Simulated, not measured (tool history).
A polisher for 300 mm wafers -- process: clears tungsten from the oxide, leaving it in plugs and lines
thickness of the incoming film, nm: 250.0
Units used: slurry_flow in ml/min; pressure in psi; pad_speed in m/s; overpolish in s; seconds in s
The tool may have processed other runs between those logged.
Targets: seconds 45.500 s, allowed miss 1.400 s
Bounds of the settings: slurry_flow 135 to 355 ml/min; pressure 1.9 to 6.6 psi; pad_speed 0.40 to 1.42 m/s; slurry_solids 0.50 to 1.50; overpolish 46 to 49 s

run	hour	slurry_flow	pressure	pad_speed	slurry_solids	overpolish	seconds
1	0.0	225	4.2	0.90	1.00	46	69.357
2	8.2	225	4.2	0.90	1.20	46	66.479
3	11.9	225	4.2	0.90	1.35	46	65.722
4	17.0	225	4.5	0.90	1.35	46	62.193
5	22.4	225	4.8	0.90	1.35	46	57.259
6	29.6	225	5.0	0.90	1.35	46	55.351
7	35.4	225	5.2	0.90	1.35	46	53.256
8	36.1	225	5.3	0.90	1.35	46	53.200
9	40.7	225	5.4	0.90	1.35	46	51.440
10	49.6	225	5.5	0.90	1.35	46	50.188
11	56.2	225	5.6	0.90	1.35	46	49.688

Which of these 4 next moves meets every target?
A	62.8	180	5.3	0.90	1.30	49	?
B	62.8	205	5.2	1.06	1.35	47	?
C	62.8	240	5.7	0.84	1.50	49	?
D	62.8	225	5.4	0.90	1.40	46	?

move	seconds
A	54.034
B	45.643
C	50.091
D	50.533
A: further off than the last run
B: hits every target within its allowed miss
C: further off than the last run
D: further off than the last run
The move that meets every target is B.

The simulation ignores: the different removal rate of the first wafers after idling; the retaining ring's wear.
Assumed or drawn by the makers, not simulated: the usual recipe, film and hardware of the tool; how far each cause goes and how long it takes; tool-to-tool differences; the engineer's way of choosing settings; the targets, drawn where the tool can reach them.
